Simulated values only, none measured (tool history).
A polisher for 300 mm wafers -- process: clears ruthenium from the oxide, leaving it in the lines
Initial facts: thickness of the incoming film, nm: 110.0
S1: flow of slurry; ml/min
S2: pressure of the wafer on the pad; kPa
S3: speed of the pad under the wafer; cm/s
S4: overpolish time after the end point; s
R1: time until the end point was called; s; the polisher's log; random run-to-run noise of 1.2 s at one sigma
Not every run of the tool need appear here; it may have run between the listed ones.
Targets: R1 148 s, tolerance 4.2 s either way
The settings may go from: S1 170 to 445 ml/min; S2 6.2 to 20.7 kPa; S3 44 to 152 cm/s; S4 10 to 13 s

run,hour,S1,S2,S3,S4,R1
1,0,285,13.1,98,13,129.33
2,8.9,285,12.4,98,13,134.27
3,14.9,280,11.7,98,13,142.82
4,21.2,275,11.7,98,13,141.58
5,23.3,275,8.3,98,13,192.6
6,25.6,235,8.3,98,13,197.61
7,27.5,255,9,98,13,181.28
8,35.5,260,9.7,98,13,171.29
9,39.9,265,9.7,98,13,167.94
10,44.1,280,9.7,98,13,165.33

Which single option among these 5 for the next run brings every result within its allowed miss of target? Just one does.
A,48.3,365,11,96,12,?
B,48.3,250,8.3,110,12,?
C,48.3,270,9,96,10,?
D,48.3,300,11.7,100,10,?
E,48.3,330,10.3,98,13,?

move,R1
A,150.31
B,177.63
C,184.89
D,140.01
E,157.54
A: all results land within tolerance of their targets
B: the biggest miss grows against the last run
C: the biggest miss grows against the last run
D: pushes the last run's worst result past its target
E: moves toward the targets from the last run without getting all of them in spec
So the answer is move A, the one that meets all the targets.

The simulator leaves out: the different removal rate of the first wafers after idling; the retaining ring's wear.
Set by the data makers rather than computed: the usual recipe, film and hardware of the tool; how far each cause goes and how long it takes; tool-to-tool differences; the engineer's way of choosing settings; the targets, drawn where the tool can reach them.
